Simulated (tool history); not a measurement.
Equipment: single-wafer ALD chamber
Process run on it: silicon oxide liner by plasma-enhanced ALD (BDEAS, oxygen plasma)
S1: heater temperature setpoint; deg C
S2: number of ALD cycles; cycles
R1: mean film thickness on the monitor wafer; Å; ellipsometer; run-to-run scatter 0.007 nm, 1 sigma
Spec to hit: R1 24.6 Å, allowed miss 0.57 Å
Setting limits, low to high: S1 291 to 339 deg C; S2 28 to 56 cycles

run 1 hour=0 | S1=315 S2=42 | R1=34.031
run 2 hour=6.7 | S1=323 S2=42 | R1=33.755
run 3 hour=8.2 | S1=328 S2=37 | R1=29.594
run 4 hour=10.8 | S1=328 S2=33 | R1=26.465
run 5 hour=16.6 | S1=336 S2=33 | R1=26.229
run 6 hour=22.1 | S1=336 S2=37 | R1=29.15
run 7 hour=23.5 | S1=336 S2=35 | R1=27.746
run 8 hour=24.9 | S1=336 S2=33 | R1=26.139
run 9 hour=27.5 | S1=336 S2=32 | R1=25.316

Pick the move, out of 4, that brings all results within their allowed miss; only one does.
run A hour=30.1 | S1=339 S2=34 | R1=?
run B hour=30.1 | S1=339 S2=31 | R1=?
run C hour=30.1 | S1=331 S2=33 | R1=?
run D hour=30.1 | S1=336 S2=33 | R1=?

move=A R1=26.82
move=B R1=24.454
move=C R1=26.301
move=D R1=26.132
A: the biggest miss grows against the last run
B: all results land within tolerance of their targets
C: the biggest miss grows against the last run
D: the biggest miss grows against the last run
So the answer is move B, the one that meets all the targets.

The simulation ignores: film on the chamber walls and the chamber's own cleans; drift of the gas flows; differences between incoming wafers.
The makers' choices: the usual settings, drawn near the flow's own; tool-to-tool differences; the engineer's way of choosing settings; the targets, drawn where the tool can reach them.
